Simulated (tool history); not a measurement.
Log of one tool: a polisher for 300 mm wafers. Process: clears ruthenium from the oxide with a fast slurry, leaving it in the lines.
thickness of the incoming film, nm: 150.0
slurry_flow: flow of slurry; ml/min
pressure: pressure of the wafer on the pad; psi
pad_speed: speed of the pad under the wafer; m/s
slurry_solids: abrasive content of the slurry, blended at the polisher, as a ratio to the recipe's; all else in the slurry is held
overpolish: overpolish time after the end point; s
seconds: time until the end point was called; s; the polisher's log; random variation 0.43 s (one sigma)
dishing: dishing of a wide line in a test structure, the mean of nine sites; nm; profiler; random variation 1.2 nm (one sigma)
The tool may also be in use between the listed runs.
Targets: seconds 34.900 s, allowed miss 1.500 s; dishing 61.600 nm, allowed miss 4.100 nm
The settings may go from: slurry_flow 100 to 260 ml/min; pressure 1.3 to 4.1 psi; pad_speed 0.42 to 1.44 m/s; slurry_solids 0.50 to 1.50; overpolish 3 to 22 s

run  hour  slurry_flow  pressure  pad_speed  slurry_solids  overpolish  seconds  dishing
  1   0.0          165       2.7       0.92           1.00          11   41.666   31.420
  2   7.4          165       2.4       0.92           1.00          11   47.588   28.681
  3   9.8          165       2.5       0.92           1.00          12   46.181   32.422
  4  16.7          165       2.6       0.92           1.00          13   44.287   37.168
  5  23.4          165       3.0       0.92           1.00          13   38.581   39.522
  6  29.5          165       3.0       0.92           1.00          14   39.008   42.421
  7  31.1          165       3.0       0.92           1.00          15   38.701   45.124
  8  36.4          165       3.0       0.92           1.00          16   39.041   47.024
  9  42.1          170       3.2       0.92           1.00          18   37.014   54.593

Which of these 5 next moves meets every target?
  A  47.8          125       3.8       0.74           1.00          16        ?        ?
  B  47.8          160       2.9       0.88           1.10          18        ?        ?
  C  47.8          175       2.9       0.90           1.20          22        ?        ?
  D  47.8          180       2.8       1.10           1.00          20        ?        ?
  E  47.8          160       3.2       0.88           0.95          17        ?        ?

move  seconds  dishing
   A   39.709   47.241
   B   40.968   50.685
   C   38.345   62.396
   D   35.172   61.978
   E   39.701   49.642
A: further off than the last run
B: further off than the last run
C: brings the result that was furthest off to its target, and leaves another outside
D: meets every target
E: further off than the last run
Move D is the one to make.

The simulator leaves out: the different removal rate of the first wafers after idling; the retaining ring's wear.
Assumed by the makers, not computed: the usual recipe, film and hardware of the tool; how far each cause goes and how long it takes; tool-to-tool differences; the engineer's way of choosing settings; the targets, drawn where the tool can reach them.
